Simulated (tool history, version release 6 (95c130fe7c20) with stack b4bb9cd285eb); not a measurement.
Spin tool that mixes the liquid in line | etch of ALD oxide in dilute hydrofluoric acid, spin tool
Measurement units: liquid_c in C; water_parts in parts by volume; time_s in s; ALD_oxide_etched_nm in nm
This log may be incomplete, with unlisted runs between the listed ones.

run 1 hour=0 | liquid_c=22 water_parts=135 time_s=295 | ALD_oxide_etched_nm=39.88
run 2 hour=4.5 | liquid_c=21.5 water_parts=135 time_s=295 | ALD_oxide_etched_nm=38.754
run 3 hour=13.5 | liquid_c=21 water_parts=135 time_s=295 | ALD_oxide_etched_nm=38.299
run 4 hour=21.9 | liquid_c=21 water_parts=90 time_s=295 | ALD_oxide_etched_nm=59.669
run 5 hour=31 | liquid_c=21 water_parts=90 time_s=295 | ALD_oxide_etched_nm=60.111
run 6 hour=35.8 | liquid_c=21 water_parts=90 time_s=295 | ALD_oxide_etched_nm=60.232
run 7 hour=42.9 | liquid_c=20.5 water_parts=100 time_s=295 | ALD_oxide_etched_nm=53.123

Run 8 comes next. What will it give?
run 8 hour=50.7 | liquid_c=20 water_parts=105 time_s=295 | ALD_oxide_etched_nm=?

ALD_oxide_etched_nm: 48.756 nm

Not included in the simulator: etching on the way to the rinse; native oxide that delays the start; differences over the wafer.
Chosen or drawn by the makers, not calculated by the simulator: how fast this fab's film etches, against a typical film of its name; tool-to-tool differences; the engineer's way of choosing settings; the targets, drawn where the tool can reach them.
